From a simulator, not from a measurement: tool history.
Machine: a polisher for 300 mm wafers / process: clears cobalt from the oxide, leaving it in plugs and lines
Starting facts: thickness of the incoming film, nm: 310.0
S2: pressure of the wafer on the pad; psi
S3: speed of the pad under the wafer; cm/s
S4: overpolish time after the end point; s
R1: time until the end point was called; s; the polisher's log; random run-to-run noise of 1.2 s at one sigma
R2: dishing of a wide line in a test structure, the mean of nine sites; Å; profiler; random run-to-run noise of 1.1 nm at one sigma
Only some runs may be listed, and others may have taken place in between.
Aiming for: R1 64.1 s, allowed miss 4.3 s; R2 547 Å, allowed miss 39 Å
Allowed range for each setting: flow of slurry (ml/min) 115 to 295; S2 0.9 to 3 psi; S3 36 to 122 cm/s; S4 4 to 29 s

run 1 hour=0 | flow_of_slurry_(ml/min)=190 S2=1.9 S3=78 S4=15 | R1=82.077 R2=416.37
run 2 hour=6.3 | flow_of_slurry_(ml/min)=190 S2=1.9 S3=78 S4=21 | R1=85.347 R2=517.68
run 3 hour=10.3 | flow_of_slurry_(ml/min)=190 S2=1.5 S3=78 S4=21 | R1=102.43 R2=428.66
run 4 hour=16 | flow_of_slurry_(ml/min)=190 S2=1.5 S3=78 S4=18 | R1=100.11 R2=413.3
run 5 hour=17.2 | flow_of_slurry_(ml/min)=190 S2=1.7 S3=80 S4=18 | R1=93.112 R2=428.24
run 6 hour=22.7 | flow_of_slurry_(ml/min)=190 S2=1.9 S3=82 S4=18 | R1=75.388 R2=471.88
run 7 hour=24.4 | flow_of_slurry_(ml/min)=190 S2=2 S3=82 S4=18 | R1=74.922 R2=467.58
run 8 hour=26.4 | flow_of_slurry_(ml/min)=190 S2=2.1 S3=82 S4=19 | R1=69.429 R2=510.38

Consider the 4 candidate settings below. Which is the only one whose results all fall within their allowed miss of target?
run A hour=28.4 | flow_of_slurry_(ml/min)=210 S2=2.1 S3=88 S4=15 | R1=? R2=?
run B hour=28.4 | flow_of_slurry_(ml/min)=200 S2=2.1 S3=86 S4=15 | R1=? R2=?
run C hour=28.4 | flow_of_slurry_(ml/min)=165 S2=2.7 S3=70 S4=20 | R1=? R2=?
run D hour=28.4 | flow_of_slurry_(ml/min)=150 S2=2.4 S3=100 S4=17 | R1=? R2=?

move=A R1=64.584 R2=461.07
move=B R1=66.494 R2=453.74
move=C R1=65.484 R2=528.58
move=D R1=52.958 R2=539.15
A: puts the biggest miss on target and leaves a different result outside tolerance
B: puts the biggest miss on target and leaves a different result outside tolerance
C: every result lands within tolerance
D: the result that was furthest off in the last run now lies on the other side of its target
Move C is the one to make.
